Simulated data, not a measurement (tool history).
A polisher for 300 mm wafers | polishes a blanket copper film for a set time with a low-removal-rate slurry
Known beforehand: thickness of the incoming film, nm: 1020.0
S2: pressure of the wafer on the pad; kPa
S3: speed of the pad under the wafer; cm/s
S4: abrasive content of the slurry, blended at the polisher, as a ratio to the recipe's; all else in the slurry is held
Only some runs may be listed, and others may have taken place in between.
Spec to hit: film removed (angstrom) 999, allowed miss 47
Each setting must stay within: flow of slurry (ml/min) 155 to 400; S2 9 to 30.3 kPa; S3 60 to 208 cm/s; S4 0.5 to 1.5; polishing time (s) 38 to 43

run 1 day=0 | flow_of_slurry_(ml/min)=255 S2=19.3 S3=134 S4=1 polishing_time_(s)=43 | film_removed_(angstrom)=1490.2
run 2 day=0.038 | flow_of_slurry_(ml/min)=255 S2=18.6 S3=134 S4=1 polishing_time_(s)=43 | film_removed_(angstrom)=1409.4
run 3 day=0.254 | flow_of_slurry_(ml/min)=255 S2=17.9 S3=134 S4=1 polishing_time_(s)=43 | film_removed_(angstrom)=1388.4
run 4 day=0.458 | flow_of_slurry_(ml/min)=215 S2=17.9 S3=134 S4=1 polishing_time_(s)=43 | film_removed_(angstrom)=1389.3
run 5 day=0.512 | flow_of_slurry_(ml/min)=215 S2=17.9 S3=120 S4=1 polishing_time_(s)=43 | film_removed_(angstrom)=1227.8
run 6 day=0.604 | flow_of_slurry_(ml/min)=215 S2=17.9 S3=120 S4=0.9 polishing_time_(s)=43 | film_removed_(angstrom)=1203.2
run 7 day=0.658 | flow_of_slurry_(ml/min)=215 S2=17.2 S3=120 S4=0.9 polishing_time_(s)=43 | film_removed_(angstrom)=1150.7
run 8 day=1.017 | flow_of_slurry_(ml/min)=215 S2=15.9 S3=120 S4=0.9 polishing_time_(s)=43 | film_removed_(angstrom)=1091.8
run 9 day=1.338 | flow_of_slurry_(ml/min)=215 S2=15.2 S3=120 S4=0.9 polishing_time_(s)=43 | film_removed_(angstrom)=1063

Pick the move, out of 5, that brings all results within their allowed miss; only one does.
run A day=1.658 | flow_of_slurry_(ml/min)=290 S2=15.2 S3=114 S4=1 polishing_time_(s)=40 | film_removed_(angstrom)=?
run B day=1.658 | flow_of_slurry_(ml/min)=215 S2=17.9 S3=116 S4=0.95 polishing_time_(s)=41 | film_removed_(angstrom)=?
run C day=1.658 | flow_of_slurry_(ml/min)=205 S2=17.2 S3=120 S4=0.8 polishing_time_(s)=41 | film_removed_(angstrom)=?
run D day=1.658 | flow_of_slurry_(ml/min)=180 S2=17.9 S3=116 S4=1.15 polishing_time_(s)=43 | film_removed_(angstrom)=?
run E day=1.658 | flow_of_slurry_(ml/min)=230 S2=13.1 S3=138 S4=0.9 polishing_time_(s)=41 | film_removed_(angstrom)=?

move=A film_removed_(angstrom)=1020.8
move=B film_removed_(angstrom)=1140.5
move=C film_removed_(angstrom)=1099.3
move=D film_removed_(angstrom)=1210.7
move=E film_removed_(angstrom)=1089.5
A: hits every target within its allowed miss
B: its largest miss is bigger than the last run's
C: its largest miss is bigger than the last run's
D: its largest miss is bigger than the last run's
E: its largest miss is bigger than the last run's
The right move is A.

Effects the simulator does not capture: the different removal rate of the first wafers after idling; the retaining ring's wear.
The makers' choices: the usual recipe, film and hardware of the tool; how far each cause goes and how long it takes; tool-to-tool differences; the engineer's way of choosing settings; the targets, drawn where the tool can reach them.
